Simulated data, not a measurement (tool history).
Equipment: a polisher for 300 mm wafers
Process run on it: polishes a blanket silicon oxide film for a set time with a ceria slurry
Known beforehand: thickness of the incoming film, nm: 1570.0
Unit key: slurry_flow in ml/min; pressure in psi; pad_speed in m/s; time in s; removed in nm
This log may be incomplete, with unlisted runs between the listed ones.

Run 1, hour 0.0: slurry_flow 300 ml/min, pressure 3.9 psi, pad_speed 1.14 m/s, time 39 s. Result: removed 248.98 nm.
Run 2, hour 6.9: slurry_flow 300 ml/min, pressure 3.9 psi, pad_speed 1.14 m/s, time 35 s. Result: removed 221.13 nm.
Run 3, hour 14.3: slurry_flow 300 ml/min, pressure 4.2 psi, pad_speed 1.16 m/s, time 35 s. Result: removed 245.43 nm.
Run 4, hour 18.6: slurry_flow 300 ml/min, pressure 4.2 psi, pad_speed 1.30 m/s, time 35 s. Result: removed 274.36 nm.
Run 5, hour 22.3: slurry_flow 300 ml/min, pressure 4.5 psi, pad_speed 1.30 m/s, time 35 s. Result: removed 289.81 nm.
Run 6, hour 23.9: slurry_flow 300 ml/min, pressure 4.7 psi, pad_speed 1.30 m/s, time 35 s. Result: removed 302.11 nm.
Run 7, hour 25.7: slurry_flow 305 ml/min, pressure 5.8 psi, pad_speed 1.32 m/s, time 35 s. Result: removed 378.57 nm.
Run 8, hour 30.1: slurry_flow 305 ml/min, pressure 5.8 psi, pad_speed 1.34 m/s, time 35 s. Result: removed 379.63 nm.
Run 9, hour 33.9: slurry_flow 305 ml/min, pressure 5.8 psi, pad_speed 1.36 m/s, time 35 s. Result: removed 386.30 nm.

Run 10 is up next; what results do you expect?
Run 10, hour 41.9: slurry_flow 305 ml/min, pressure 6.0 psi, pad_speed 1.38 m/s, time 35 s. Result: removed ?.

Run 10 came out at removed 400.26 nm.

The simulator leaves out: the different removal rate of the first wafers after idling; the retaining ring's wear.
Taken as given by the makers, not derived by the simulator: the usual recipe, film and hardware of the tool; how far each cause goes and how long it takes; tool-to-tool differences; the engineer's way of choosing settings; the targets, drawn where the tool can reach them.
